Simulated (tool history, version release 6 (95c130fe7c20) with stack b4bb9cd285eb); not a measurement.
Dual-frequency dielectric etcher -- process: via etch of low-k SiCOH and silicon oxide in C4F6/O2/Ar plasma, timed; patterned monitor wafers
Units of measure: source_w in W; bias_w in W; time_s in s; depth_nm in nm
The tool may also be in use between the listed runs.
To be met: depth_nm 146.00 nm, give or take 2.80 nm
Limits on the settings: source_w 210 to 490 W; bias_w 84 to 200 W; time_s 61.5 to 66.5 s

run	hour	source_w	bias_w	time_s	depth_nm
1	0.0	350	142	66.5	168.08
2	6.8	340	141	66.5	165.68
3	11.9	330	140	66.5	164.23
4	20.9	330	164	66.5	173.94
5	22.8	300	164	66.5	167.69
6	31.6	290	162	66.5	165.78
7	36.6	280	159	66.5	161.43
8	39.2	270	158	66.5	160.92
9	44.9	260	156	66.5	157.02
10	46.2	250	155	66.5	155.25
11	52.5	250	154	66.5	154.10
12	57.6	250	153	66.5	153.79

Pick the move, out of 4, that brings all results within their allowed miss; only one does.
A	62.7	210	145	66.0	?
B	62.7	220	164	64.0	?
C	62.7	220	142	65.5	?
D	62.7	360	153	62.5	?

move	depth_nm
A	140.56
B	145.36
C	140.53
D	163.81
A: carries the result that was furthest off beyond its target, to the other side
B: every result lands within tolerance
C: carries the result that was furthest off beyond its target, to the other side
D: misses by more than the last run did
The move that meets every target is B.
